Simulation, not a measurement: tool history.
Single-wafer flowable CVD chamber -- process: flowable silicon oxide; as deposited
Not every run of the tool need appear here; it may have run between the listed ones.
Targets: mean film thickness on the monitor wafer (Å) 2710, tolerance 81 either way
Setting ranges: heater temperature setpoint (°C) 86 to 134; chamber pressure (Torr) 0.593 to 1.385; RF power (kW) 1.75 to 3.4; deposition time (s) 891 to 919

run  hour  heater temperature setpoint (°C)  chamber pressure (Torr)  RF power (kW)  deposition time (s)  mean film thickness on the monitor wafer (Å)
  1     0                               110                    0.989          2.575                  891                                        5554.4
  2   7.7                               110                    0.989          2.575                  919                                        5832.9
  3  13.1                               113                    0.987          2.575                  919                                        5177.8
  4  17.6                               113                    1.059          2.575                  919                                        5479.8
  5  23.8                               113                    1.059          2.575                  891                                        5358.2
  6  26.9                               113                    1.059          2.575                  919                                        5526.2
  7  29.5                               116                    1.057          2.575                  919                                        4954.1
  8  37.8                               118                    1.056          2.575                  919                                        4649.5
  9  44.5                               120                    1.055          2.575                  919                                        4355.5
 10  52.1                               132                    1.023           2.57                  918                                        3012.4
     57.4  -- capacitance manometer re-zeroed and calibrated
 11  57.4                               132                    1.016           2.57                  918                                        2830.2

Consider the 5 candidate settings below. Which is the only one whose results all fall within their allowed miss of target?
  A  62.7                               132                    1.028          2.665                  911                                             ?
  B  62.7                               125                    0.902            2.5                  891                                             ?
  C  62.7                               133                    0.978           2.95                  919                                             ?
  D  62.7                               126                    0.926          2.155                  919                                             ?
  E  62.7                               131                    1.062           2.51                  904                                             ?

move  mean film thickness on the monitor wafer (Å)
   A                                        2858.5
   B                                        2943.6
   C                                        2709.9
   D                                        2939.4
   E                                        2974.2
A: moves away from the targets compared with the last run
B: moves away from the targets compared with the last run
C: in spec on every target
D: moves away from the targets compared with the last run
E: moves away from the targets compared with the last run
Move C is the one to make.
